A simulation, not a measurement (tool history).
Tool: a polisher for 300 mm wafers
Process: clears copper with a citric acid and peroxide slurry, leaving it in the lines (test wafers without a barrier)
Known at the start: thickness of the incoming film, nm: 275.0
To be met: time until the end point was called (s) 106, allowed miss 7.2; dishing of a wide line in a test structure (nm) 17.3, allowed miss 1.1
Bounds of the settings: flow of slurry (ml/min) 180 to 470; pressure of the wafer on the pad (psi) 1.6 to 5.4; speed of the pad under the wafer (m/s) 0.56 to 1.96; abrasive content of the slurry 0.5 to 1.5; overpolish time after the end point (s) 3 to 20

| run | hour | flow of slurry (ml/min) | pressure of the wafer on the pad (psi) | speed of the pad under the wafer (m/s) | abrasive content of the slurry | overpolish time after the end point (s) | time until the end point was called (s) | dishing of a wide line in a test structure (nm) |
|---|---|---|---|---|---|---|---|---|
| 1 | 0 | 300 | 3.5 | 1.26 | 1 | 10 | 74.124 | 18.514 |
| 2 | 4.7 | 300 | 3.3 | 1.26 | 1 | 10 | 77.907 | 18.246 |
| 3 | 13 | 300 | 3.1 | 1.26 | 1 | 10 | 83.449 | 17.587 |
| 4 | 15.4 | 300 | 3 | 1.26 | 1 | 10 | 88.976 | 17.001 |
| 5 | 19.2 | 300 | 3 | 1.1 | 1 | 10 | 91.094 | 16.119 |
| 6 | 27 | 300 | 2.9 | 1.12 | 1 | 10 | 94.546 | 15.721 |
| 7 | 30.3 | 300 | 2.8 | 1.14 | 1 | 10 | 95.101 | 15.427 |
| 8 | 33.2 | 300 | 2.7 | 1.14 | 1 | 11 | 99.937 | 15.533 |

5 next moves are on the table. One of them brings every result within its allowed miss. Which?
| A | 36.1 | 435 | 2.5 | 0.82 | 1.1 | 14 | ? | ? |
| B | 36.1 | 265 | 3.2 | 1.34 | 0.65 | 11 | ? | ? |
| C | 36.1 | 295 | 2.7 | 1.04 | 1 | 13 | ? | ? |
| D | 36.1 | 285 | 2.5 | 1.08 | 0.95 | 10 | ? | ? |
| E | 36.1 | 315 | 2.4 | 1.26 | 1.05 | 10 | ? | ? |

| move | time until the end point was called (s) | dishing of a wide line in a test structure (nm) |
|---|---|---|
| A | 125.87 | 16.408 |
| B | 86.434 | 18.099 |
| C | 107.17 | 17.463 |
| D | 114.46 | 13.675 |
| E | 104.07 | 14.691 |
A: brings the result that was furthest off to its target, and leaves another outside
B: brings the result that was furthest off to its target, and leaves another outside
C: meets every target
D: further off than the last run
E: further off than the last run
Answer: C

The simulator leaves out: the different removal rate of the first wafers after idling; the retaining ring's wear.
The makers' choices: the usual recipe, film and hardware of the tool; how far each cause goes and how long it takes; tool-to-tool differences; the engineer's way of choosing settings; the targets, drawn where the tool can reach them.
